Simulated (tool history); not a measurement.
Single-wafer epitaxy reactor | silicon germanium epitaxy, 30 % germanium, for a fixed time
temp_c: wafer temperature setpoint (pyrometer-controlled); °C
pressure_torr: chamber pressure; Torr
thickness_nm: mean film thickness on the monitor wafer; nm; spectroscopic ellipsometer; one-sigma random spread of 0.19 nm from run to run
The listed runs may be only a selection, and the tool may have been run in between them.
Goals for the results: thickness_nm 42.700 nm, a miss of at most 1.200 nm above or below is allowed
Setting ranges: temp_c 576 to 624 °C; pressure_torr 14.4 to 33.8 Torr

{"run": 1, "hour": 0.0, "temp_c": 600, "pressure_torr": 24.1, "thickness_nm": 68.426}
{"run": 2, "hour": 1.7, "temp_c": 597, "pressure_torr": 23.8, "thickness_nm": 63.726}
{"run": 3, "hour": 3.8, "temp_c": 595, "pressure_torr": 23.7, "thickness_nm": 61.348}
{"run": 4, "hour": 10.2, "temp_c": 593, "pressure_torr": 23.6, "thickness_nm": 58.151}
{"run": 5, "hour": 17.7, "temp_c": 593, "pressure_torr": 20.4, "thickness_nm": 55.559}
{"run": 6, "hour": 20.0, "temp_c": 592, "pressure_torr": 20.3, "thickness_nm": 54.427}
{"run": 7, "hour": 27.6, "temp_c": 591, "pressure_torr": 20.2, "thickness_nm": 53.027}
{"run": 8, "hour": 32.2, "temp_c": 579, "pressure_torr": 19.6, "thickness_nm": 40.493}

Next run, 4 choices. One meets every target within its allowed miss, the rest don't. Which?
{"run": "A", "hour": 36.8, "temp_c": 580, "pressure_torr": 20.9, "thickness_nm": "?"}
{"run": "B", "hour": 36.8, "temp_c": 577, "pressure_torr": 19.2, "thickness_nm": "?"}
{"run": "C", "hour": 36.8, "temp_c": 577, "pressure_torr": 19.3, "thickness_nm": "?"}
{"run": "D", "hour": 36.8, "temp_c": 580, "pressure_torr": 14.7, "thickness_nm": "?"}

move=A thickness_nm=42.230
move=B thickness_nm=38.370
move=C thickness_nm=38.442
move=D thickness_nm=37.283
A: every result lands within tolerance
B: the biggest miss grows against the last run
C: the biggest miss grows against the last run
D: the biggest miss grows against the last run
A meets every target.
